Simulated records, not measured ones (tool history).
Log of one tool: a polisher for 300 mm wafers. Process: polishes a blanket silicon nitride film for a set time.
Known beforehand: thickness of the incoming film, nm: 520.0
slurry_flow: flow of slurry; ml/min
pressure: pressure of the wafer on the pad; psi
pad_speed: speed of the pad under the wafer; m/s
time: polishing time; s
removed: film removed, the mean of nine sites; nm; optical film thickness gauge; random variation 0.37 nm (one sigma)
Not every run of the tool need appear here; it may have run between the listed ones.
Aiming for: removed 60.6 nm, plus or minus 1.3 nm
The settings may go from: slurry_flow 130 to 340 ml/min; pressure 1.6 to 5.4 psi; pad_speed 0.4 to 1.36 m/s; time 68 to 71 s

run	day	slurry_flow	pressure	pad_speed	time	removed
1	0	220	3.5	0.88	68	112.96
2	0.283	215	3.2	0.88	68	103.07
3	0.462	210	3	0.88	68	96.189
4	0.55	205	2.8	0.88	68	89.422
5	0.896	200	2.6	0.88	68	82.961
6	1.229	170	2.6	0.88	68	82.364
7	1.492	170	2.5	0.88	68	77.82
8	1.608	155	1.6	0.88	68	51.211
9	1.692	215	1.7	0.88	68	56.348

Exercise: of the 4 proposed moves below, exactly one satisfies all targets within the stated allowed misses. Which move is it?
A	1.775	220	1.8	0.8	68	?
B	1.775	210	2	0.78	69	?
C	1.775	250	2.1	0.78	68	?
D	1.775	220	2	0.74	68	?

move	removed
A	55.141
B	60.287
C	63.315
D	57.237
A: the biggest miss grows against the last run
B: hits every target within its allowed miss
C: moves the result that the last run missed by most past its target, out the other side
D: nearer than the last run, and not there yet
B meets every target.
